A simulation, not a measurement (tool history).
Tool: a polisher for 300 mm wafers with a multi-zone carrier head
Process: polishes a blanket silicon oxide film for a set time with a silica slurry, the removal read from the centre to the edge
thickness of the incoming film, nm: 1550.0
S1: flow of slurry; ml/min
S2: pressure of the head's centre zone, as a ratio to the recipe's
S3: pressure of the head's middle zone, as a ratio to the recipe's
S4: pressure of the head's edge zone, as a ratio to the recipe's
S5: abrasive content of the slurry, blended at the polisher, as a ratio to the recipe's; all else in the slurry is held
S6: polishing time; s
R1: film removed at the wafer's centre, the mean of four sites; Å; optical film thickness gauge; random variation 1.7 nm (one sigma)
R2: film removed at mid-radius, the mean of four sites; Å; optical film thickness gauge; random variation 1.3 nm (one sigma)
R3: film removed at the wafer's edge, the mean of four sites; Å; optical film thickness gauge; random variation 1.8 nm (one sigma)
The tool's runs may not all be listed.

run    day   S1    S2    S3    S4    S5  S6      R1      R2      R3
  1      0  160     1     1     1     1  78  3180.5  3080.7  3143.2
  2  0.217  155  0.98  0.99  0.96  0.85  65  2329.5    2328  2288.7
  3  0.279  155  0.93  0.99  0.96  0.85  65  2272.8  2337.8  2317.3
  4  0.592  155  0.93  0.99  0.96  0.85  53  1882.8  1898.7  1956.7
  5  0.829  145  0.92  0.96  0.92  0.75  52  1693.2  1716.6  1697.4
  6  1.054  145  0.88  0.96  0.92  0.75  52  1594.2  1715.7  1652.5

The next listed run, before its measurement:
  7  1.246  135  0.87  0.91  0.9  0.75  52   ?   ?   ?

Run 7 gave R1 1582 Å, R2 1591.8 Å, R3 1645.2 Å.
